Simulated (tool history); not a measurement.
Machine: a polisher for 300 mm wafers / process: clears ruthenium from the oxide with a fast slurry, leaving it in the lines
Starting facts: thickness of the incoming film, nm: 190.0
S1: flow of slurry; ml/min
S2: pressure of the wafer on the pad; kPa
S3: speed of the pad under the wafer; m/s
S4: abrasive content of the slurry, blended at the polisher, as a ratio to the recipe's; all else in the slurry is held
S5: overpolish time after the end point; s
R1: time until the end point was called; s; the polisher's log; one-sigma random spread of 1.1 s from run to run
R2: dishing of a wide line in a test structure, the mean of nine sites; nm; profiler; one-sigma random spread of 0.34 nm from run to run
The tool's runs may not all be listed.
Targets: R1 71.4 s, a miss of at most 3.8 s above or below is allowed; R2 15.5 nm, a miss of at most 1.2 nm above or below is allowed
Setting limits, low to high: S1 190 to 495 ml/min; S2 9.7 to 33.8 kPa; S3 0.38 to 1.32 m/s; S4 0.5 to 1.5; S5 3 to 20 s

run	day	S1	S2	S3	S4	S5	R1	R2
1	0	320	21.4	0.84	1	10	47.021	15.47
2	0.204	255	21.4	0.84	1	10	48.564	15.317
3	0.367	255	19.3	0.84	1	11	54.083	15.68
4	0.45	320	19.3	0.84	1	11	51.604	16.053
5	0.504	315	17.9	0.84	1	11	54.887	14.833
6	0.683	315	17.9	0.84	1	8	54.558	13.659
7	0.758	310	16.5	0.84	1	10	58.98	14.236
# day 0.883: worn pad replaced by a new one
8	0.883	305	15.9	0.84	1	11	58.319	15.587
9	1.25	305	14.5	0.84	1	11	61.112	14.89
10	1.567	305	13.8	0.84	1	12	63.727	14.821

Which of these 4 next moves meets every target?
A	1.883	250	9.7	1.04	0.85	17	?	?
B	1.883	335	16.5	0.96	0.9	9	?	?
C	1.883	285	13.1	0.78	0.95	16	?	?
D	1.883	295	11	0.64	1.25	10	?	?

move	R1	R2
A	81.855	16.125
B	53.12	15.033
C	73.286	16.362
D	81.979	12.959
A: moves the result that the last run missed by most past its target, out the other side
B: the biggest miss grows against the last run
C: every result within its allowed miss
D: moves the result that the last run missed by most past its target, out the other side
So the answer is move C, the one that meets all the targets.
